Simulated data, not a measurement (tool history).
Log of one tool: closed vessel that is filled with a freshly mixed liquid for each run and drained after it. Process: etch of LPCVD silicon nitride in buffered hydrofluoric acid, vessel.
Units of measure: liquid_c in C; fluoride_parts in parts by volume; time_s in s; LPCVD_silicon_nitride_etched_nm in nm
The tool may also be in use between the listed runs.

run  hour  liquid_c  fluoride_parts  time_s  LPCVD_silicon_nitride_etched_nm
  1     0        20              19     510                           3.4691
  2   2.8      22.5              18     510                           4.2196
  3  11.2      22.5            21.5     510                           3.6444
  4  15.7      24.5              20     510                           4.2748
  5    19      24.5              18     510                           4.6718
  6  22.5        21              18     510                            3.882
  7  24.3      23.5            17.5     510                           4.6834

Run 8 comes next. What will it give?
  8  28.8        25            17.5     510                                ?

For run 8 the tool returned LPCVD_silicon_nitride_etched_nm 4.9539 nm.

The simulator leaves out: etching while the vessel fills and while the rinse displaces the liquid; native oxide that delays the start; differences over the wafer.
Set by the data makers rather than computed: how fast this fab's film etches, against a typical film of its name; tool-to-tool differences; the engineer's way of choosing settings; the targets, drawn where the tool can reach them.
